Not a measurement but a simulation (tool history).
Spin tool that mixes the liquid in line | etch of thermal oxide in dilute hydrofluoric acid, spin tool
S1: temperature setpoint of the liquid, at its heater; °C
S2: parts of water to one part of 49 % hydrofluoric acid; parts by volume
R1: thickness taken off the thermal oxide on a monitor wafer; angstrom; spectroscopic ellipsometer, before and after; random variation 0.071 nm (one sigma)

{"run": 1, "hour": 0.0, "S1": 21, "S2": 225, "time under the liquid (s)": 290, "R1": 43.628}
{"run": 2, "hour": 8.9, "S1": 21, "S2": 225, "time under the liquid (s)": 290, "R1": 43.346}
{"run": 3, "hour": 15.7, "S1": 23, "S2": 225, "time under the liquid (s)": 290, "R1": 46.568}
{"run": 4, "hour": 20.8, "S1": 23, "S2": 225, "time under the liquid (s)": 310, "R1": 49.255}
{"run": 5, "hour": 27.7, "S1": 23, "S2": 225, "time under the liquid (s)": 310, "R1": 50.432}
{"run": 6, "hour": 36.3, "S1": 23, "S2": 295, "time under the liquid (s)": 310, "R1": 36.246}
{"run": 7, "hour": 43.5, "S1": 24.5, "S2": 255, "time under the liquid (s)": 310, "R1": 44.88}

Forecast run 8:
{"run": 8, "hour": 46.0, "S1": 28.5, "S2": 165, "time under the liquid (s)": 310, "R1": "?"}

Run 8 gave R1 89.07 angstrom.
